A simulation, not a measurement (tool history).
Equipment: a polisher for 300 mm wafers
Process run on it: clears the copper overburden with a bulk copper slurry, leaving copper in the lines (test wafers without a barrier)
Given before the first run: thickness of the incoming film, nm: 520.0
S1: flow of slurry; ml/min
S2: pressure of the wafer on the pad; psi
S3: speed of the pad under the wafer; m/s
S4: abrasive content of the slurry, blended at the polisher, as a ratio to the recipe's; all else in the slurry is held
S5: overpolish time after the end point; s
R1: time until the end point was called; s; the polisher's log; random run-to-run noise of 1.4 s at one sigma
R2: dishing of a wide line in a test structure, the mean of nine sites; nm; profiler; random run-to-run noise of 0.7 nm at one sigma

run,day,S1,S2,S3,S4,S5,R1,R2
1,0,155,2,0.94,1,12,79.146,44.631
2,0.142,150,1.8,0.94,1,12,87.861,43.014
3,0.421,150,1.8,0.94,1,10,88.406,36.353
4,0.483,150,1.8,1.08,1,10,80.015,40.434
5,0.75,150,1.4,1.08,1,10,101.29,32.684
6,0.796,145,1.3,1.08,1,10,111.51,29.976

Expected results for the next run?
7,1.038,135,1.3,1.08,1,10,?,?

R1: 113.09 s
R2: 29.543 nm
